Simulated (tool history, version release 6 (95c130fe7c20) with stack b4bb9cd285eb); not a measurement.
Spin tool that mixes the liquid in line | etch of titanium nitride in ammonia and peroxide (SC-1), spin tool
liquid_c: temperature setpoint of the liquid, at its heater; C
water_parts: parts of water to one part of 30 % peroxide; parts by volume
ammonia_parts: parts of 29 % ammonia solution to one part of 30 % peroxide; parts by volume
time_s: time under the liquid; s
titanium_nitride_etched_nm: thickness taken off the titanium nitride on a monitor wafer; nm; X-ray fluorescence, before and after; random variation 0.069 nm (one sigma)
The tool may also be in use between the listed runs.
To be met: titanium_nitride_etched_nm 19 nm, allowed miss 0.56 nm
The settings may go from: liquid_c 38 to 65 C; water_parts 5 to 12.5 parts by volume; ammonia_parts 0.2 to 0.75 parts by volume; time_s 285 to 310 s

run,hour,liquid_c,water_parts,ammonia_parts,time_s,titanium_nitride_etched_nm
1,0,49,7,0.45,285,22.358
2,7.7,55,7,0.45,285,33.718
3,14.9,55,7,0.3,285,31.329
4,23.4,51.5,7,0.3,285,24.668
5,27.7,50.5,7,0.3,285,23.039
6,33.8,50.5,7,0.3,285,23.228
7,38,50,7,0.3,285,22.356
8,39,49.5,7,0.3,285,21.43

4 next moves are on the table. One of them brings every result within its allowed miss. Which?
A,40,46,5.5,0.2,285,?
B,40,48,7.5,0.35,285,?
C,40,49.5,5.5,0.45,285,?
D,40,47,5,0.5,285,?

move,titanium_nitride_etched_nm
A,17.6
B,19.198
C,25.931
D,23.117
A: takes the result that was furthest off past its target
B: meets every target
C: further off than the last run
D: further off than the last run
Move B is the one to make.

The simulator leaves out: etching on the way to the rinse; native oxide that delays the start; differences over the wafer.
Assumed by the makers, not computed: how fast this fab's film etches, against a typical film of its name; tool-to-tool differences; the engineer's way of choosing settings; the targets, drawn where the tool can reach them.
